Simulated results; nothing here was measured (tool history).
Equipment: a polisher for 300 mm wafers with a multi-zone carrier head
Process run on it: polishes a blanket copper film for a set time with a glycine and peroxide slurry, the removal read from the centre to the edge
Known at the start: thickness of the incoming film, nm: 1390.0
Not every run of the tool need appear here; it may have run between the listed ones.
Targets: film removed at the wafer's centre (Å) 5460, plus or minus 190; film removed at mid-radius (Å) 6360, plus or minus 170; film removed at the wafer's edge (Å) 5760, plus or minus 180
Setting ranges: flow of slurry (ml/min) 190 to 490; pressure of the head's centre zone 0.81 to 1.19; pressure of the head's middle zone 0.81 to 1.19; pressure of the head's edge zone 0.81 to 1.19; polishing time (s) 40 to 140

| run | hour | flow of slurry (ml/min) | pressure of the head's centre zone | pressure of the head's middle zone | pressure of the head's edge zone | polishing time (s) | film removed at the wafer's centre (Å) | film removed at mid-radius (Å) | film removed at the wafer's edge (Å) |
|---|---|---|---|---|---|---|---|---|---|
| 1 | 0 | 315 | 1 | 1 | 1 | 90 | 5172.7 | 5278.6 | 5372.2 |
| 2 | 6.6 | 325 | 1 | 1.04 | 1.01 | 91 | 5239.7 | 5523 | 5455.6 |
| 3 | 10.9 | 325 | 1 | 1.04 | 1.01 | 99 | 5709.7 | 5915.4 | 5982 |
| 4 | 16.3 | 325 | 1 | 1.04 | 1.01 | 88 | 5132.6 | 5285.3 | 5258.2 |
| 5 | 24.4 | 330 | 0.99 | 1.07 | 1.01 | 90 | 5077.9 | 5638.8 | 5460.4 |
| 6 | 32.4 | 330 | 0.99 | 1.07 | 1.01 | 70 | 3969.5 | 4346.3 | 4210.4 |
| 7 | 37.9 | 375 | 1.05 | 1.17 | 1.1 | 95 | 5705.7 | 6356.5 | 6067 |
| 8 | 45.1 | 370 | 1.04 | 1.17 | 1.09 | 95 | 5701.8 | 6317 | 5979.9 |
| 9 | 45.8 | 365 | 1.03 | 1.17 | 1.08 | 95 | 5659.9 | 6305.7 | 5915.8 |

Which of these 4 next moves meets every target?
| A | 46.5 | 350 | 1.19 | 1.16 | 0.94 | 90 | ? | ? | ? |
| B | 46.5 | 225 | 1.03 | 1.19 | 1.05 | 98 | ? | ? | ? |
| C | 46.5 | 345 | 1.13 | 1.19 | 1.06 | 93 | ? | ? | ? |
| D | 46.5 | 340 | 1.11 | 1.1 | 0.85 | 94 | ? | ? | ? |

| move | film removed at the wafer's centre (Å) | film removed at mid-radius (Å) | film removed at the wafer's edge (Å) |
|---|---|---|---|
| A | 5884.7 | 5970.5 | 5250.5 |
| B | 5433.5 | 6314.4 | 5796.9 |
| C | 5841 | 6299.4 | 5741.5 |
| D | 5813.2 | 5944.5 | 5230.8 |
A: further off than the last run
B: all results land within tolerance of their targets
C: further off than the last run
D: further off than the last run
Correct choice: B, which meets every target
